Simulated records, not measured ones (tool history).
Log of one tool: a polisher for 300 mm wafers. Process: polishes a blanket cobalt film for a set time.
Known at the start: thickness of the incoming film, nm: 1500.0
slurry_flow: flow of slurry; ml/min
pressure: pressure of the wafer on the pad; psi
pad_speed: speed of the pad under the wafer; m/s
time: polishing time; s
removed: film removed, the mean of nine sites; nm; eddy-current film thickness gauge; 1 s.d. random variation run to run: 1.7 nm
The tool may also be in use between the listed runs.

Run 1, hour 0: slurry_flow 190 ml/min, pressure 1.6 psi, pad_speed 0.86 m/s, time 36 s. Result: removed 142.86 nm.
Run 2, hour 6.3: slurry_flow 190 ml/min, pressure 1.2 psi, pad_speed 0.86 m/s, time 36 s. Result: removed 111.7 nm.
Run 3, hour 11.4: slurry_flow 190 ml/min, pressure 1.2 psi, pad_speed 0.86 m/s, time 32 s. Result: removed 100 nm.
Run 4, hour 12.6: slurry_flow 190 ml/min, pressure 1 psi, pad_speed 0.86 m/s, time 32 s. Result: removed 86.569 nm.
Run 5, hour 18.3: slurry_flow 190 ml/min, pressure 1 psi, pad_speed 0.86 m/s, time 32 s. Result: removed 86.581 nm.
Run 6, hour 22.8: slurry_flow 195 ml/min, pressure 1.2 psi, pad_speed 0.86 m/s, time 32 s. Result: removed 98.032 nm.
Run 7, hour 26: slurry_flow 195 ml/min, pressure 1.4 psi, pad_speed 0.86 m/s, time 32 s. Result: removed 111.88 nm.

Estimate the outcome of run 8 from the log above:
Run 8, hour 27.2: slurry_flow 195 ml/min, pressure 1.5 psi, pad_speed 0.86 m/s, time 32 s. Result: removed ?.

Logged for run 8: removed 119.23 nm.

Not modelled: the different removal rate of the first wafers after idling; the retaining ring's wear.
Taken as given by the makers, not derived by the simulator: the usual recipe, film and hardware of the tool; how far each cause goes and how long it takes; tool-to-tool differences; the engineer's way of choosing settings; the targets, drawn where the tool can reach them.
